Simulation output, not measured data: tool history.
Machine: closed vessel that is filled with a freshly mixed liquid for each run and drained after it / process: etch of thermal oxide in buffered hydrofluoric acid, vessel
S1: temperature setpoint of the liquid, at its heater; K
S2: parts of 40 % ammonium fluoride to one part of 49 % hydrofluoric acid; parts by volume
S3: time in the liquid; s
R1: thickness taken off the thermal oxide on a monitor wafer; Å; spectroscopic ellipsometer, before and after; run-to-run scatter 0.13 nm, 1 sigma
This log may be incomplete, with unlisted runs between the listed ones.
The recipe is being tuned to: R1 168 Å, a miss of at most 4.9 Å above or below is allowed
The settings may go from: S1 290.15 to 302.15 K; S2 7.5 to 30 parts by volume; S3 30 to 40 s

run  hour      S1    S2  S3      R1
  1     0  294.15  20.5  40  195.22
  2   4.6  293.15  20.5  40  182.29
  3   8.3  296.65  20.5  40  222.97
  4    11  296.65  16.5  40  274.09
  5  16.7  294.65    17  40  240.69
  6  24.7  293.15  17.5  40  210.95
  7  26.3  292.15    18  40  195.63
  8    28  291.65    18  40  189.48
  9  35.4  291.15    18  40  182.61
 10    39  290.65    18  40  181.14
 11  44.7  290.65  18.5  40  173.51

Which single option among these 4 for the next run brings every result within its allowed miss of target? Just one does.
  A  50.4  293.65    22  40   ?
  B  50.4  292.65    16  30   ?
  C  50.4  290.15    20  40   ?
  D  50.4  293.15  17.5  30   ?

move      R1
   A  180.15
   B  170.03
   C  157.81
   D  160.09
A: further off than the last run
B: all results in spec
C: pushes the last run's worst result past its target
D: pushes the last run's worst result past its target
Go with B: it meets all targets.
